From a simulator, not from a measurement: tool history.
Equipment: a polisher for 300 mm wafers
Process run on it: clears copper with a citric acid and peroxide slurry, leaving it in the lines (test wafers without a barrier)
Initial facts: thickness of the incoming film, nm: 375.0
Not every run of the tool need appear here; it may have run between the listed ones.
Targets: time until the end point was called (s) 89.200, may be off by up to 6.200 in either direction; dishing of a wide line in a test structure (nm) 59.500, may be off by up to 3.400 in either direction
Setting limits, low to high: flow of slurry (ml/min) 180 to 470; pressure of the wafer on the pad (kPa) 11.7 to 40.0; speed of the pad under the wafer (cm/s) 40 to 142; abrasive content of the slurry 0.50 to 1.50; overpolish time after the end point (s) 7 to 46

| run | day | flow of slurry (ml/min) | pressure of the wafer on the pad (kPa) | speed of the pad under the wafer (cm/s) | abrasive content of the slurry | overpolish time after the end point (s) | time until the end point was called (s) | dishing of a wide line in a test structure (nm) |
|---|---|---|---|---|---|---|---|---|
| 1 | 0.000 | 300 | 25.5 | 90 | 1.00 | 24 | 138.310 | 45.694 |
| 2 | 0.042 | 300 | 25.5 | 104 | 1.00 | 24 | 125.730 | 50.954 |
| 3 | 0.312 | 300 | 28.3 | 104 | 1.00 | 23 | 111.300 | 53.488 |
| 4 | 0.354 | 300 | 28.3 | 104 | 1.15 | 23 | 106.280 | 55.507 |
| 5 | 0.650 | 300 | 28.3 | 104 | 1.15 | 13 | 107.670 | 32.099 |
| 6 | 0.721 | 300 | 28.3 | 104 | 1.15 | 19 | 108.240 | 45.490 |
| 7 | 0.833 | 300 | 29.6 | 104 | 1.15 | 20 | 105.080 | 50.981 |
| 8 | 1.079 | 300 | 31.0 | 106 | 1.15 | 20 | 96.478 | 52.203 |
| 9 | 1.404 | 300 | 31.7 | 106 | 1.15 | 20 | 97.344 | 53.630 |
| 10 | 1.462 | 300 | 32.4 | 106 | 1.15 | 20 | 94.499 | 55.313 |

Which one of the following 4 next-run settings gets every result inside its allowed miss? There is exactly one.
| A | 1.521 | 305 | 34.5 | 86 | 1.20 | 22 | ? | ? |
| B | 1.521 | 300 | 34.5 | 108 | 1.15 | 17 | ? | ? |
| C | 1.521 | 265 | 27.6 | 102 | 1.40 | 22 | ? | ? |
| D | 1.521 | 285 | 32.4 | 114 | 1.05 | 21 | ? | ? |

| move | time until the end point was called (s) | dishing of a wide line in a test structure (nm) |
|---|---|---|
| A | 105.470 | 52.754 |
| B | 85.239 | 50.719 |
| C | 109.140 | 50.648 |
| D | 87.788 | 59.088 |
A: misses by more than the last run did
B: misses by more than the last run did
C: misses by more than the last run did
D: hits every target within its allowed miss
Move D is the one to make.

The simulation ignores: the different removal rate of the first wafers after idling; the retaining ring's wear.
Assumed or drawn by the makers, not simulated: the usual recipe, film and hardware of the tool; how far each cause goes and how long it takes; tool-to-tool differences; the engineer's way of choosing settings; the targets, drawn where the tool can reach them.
